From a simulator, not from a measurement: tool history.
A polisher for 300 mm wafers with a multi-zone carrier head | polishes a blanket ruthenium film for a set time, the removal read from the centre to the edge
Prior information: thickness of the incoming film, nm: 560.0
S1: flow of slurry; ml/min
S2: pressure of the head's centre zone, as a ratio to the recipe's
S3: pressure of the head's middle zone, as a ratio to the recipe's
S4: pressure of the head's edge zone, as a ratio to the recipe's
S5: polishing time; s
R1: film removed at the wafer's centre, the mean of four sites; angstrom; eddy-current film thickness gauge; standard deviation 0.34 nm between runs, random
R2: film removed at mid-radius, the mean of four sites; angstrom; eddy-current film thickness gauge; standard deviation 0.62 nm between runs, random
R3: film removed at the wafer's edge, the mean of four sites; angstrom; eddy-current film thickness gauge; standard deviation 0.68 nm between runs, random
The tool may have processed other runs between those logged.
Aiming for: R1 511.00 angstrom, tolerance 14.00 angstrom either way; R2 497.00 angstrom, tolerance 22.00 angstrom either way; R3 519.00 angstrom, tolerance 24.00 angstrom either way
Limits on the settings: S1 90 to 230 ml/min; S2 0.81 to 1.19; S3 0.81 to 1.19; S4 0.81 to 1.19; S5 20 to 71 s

run,day,S1,S2,S3,S4,S5,R1,R2,R3
1,0.000,150,1.00,1.00,1.00,45,449.64,459.19,439.36
2,0.117,160,1.00,1.00,1.03,45,458.17,460.14,451.36
3,0.271,170,1.00,1.00,1.05,45,466.02,460.52,455.19
4,0.588,170,1.00,1.00,1.05,40,407.29,411.67,411.84
5,0.879,170,1.00,1.08,1.05,40,413.01,439.45,416.79
6,0.925,175,1.01,1.08,1.08,41,428.64,454.85,428.23
7,1.112,180,1.01,1.06,1.10,42,439.51,462.28,448.09
8,1.275,185,1.02,1.05,1.12,43,458.39,468.68,457.02
9,1.442,190,1.02,1.04,1.13,44,466.50,477.55,480.99
10,1.683,195,1.03,1.04,1.14,44,472.71,477.19,488.39
11,1.954,200,1.04,1.04,1.14,44,482.49,484.49,483.01

Which one of the following 5 next-run settings gets every result inside its allowed miss? There is exactly one.
A,2.225,180,0.93,1.00,1.18,46,?,?,?
B,2.225,205,1.02,0.99,1.14,47,?,?,?
C,2.225,200,0.99,1.08,0.97,44,?,?,?
D,2.225,205,1.15,1.11,1.07,42,?,?,?
E,2.225,195,0.91,0.90,1.19,48,?,?,?

move,R1,R2,R3
A,445.46,484.54,514.08
B,507.89,500.85,523.85
C,460.70,503.17,450.96
D,508.78,493.03,452.60
E,461.80,468.99,544.69
A: misses by more than the last run did
B: each result inside its tolerance
C: misses by more than the last run did
D: brings the last run's worst result on target, with another outside its allowed miss
E: misses by more than the last run did
B is the move that brings every result within its allowed miss.

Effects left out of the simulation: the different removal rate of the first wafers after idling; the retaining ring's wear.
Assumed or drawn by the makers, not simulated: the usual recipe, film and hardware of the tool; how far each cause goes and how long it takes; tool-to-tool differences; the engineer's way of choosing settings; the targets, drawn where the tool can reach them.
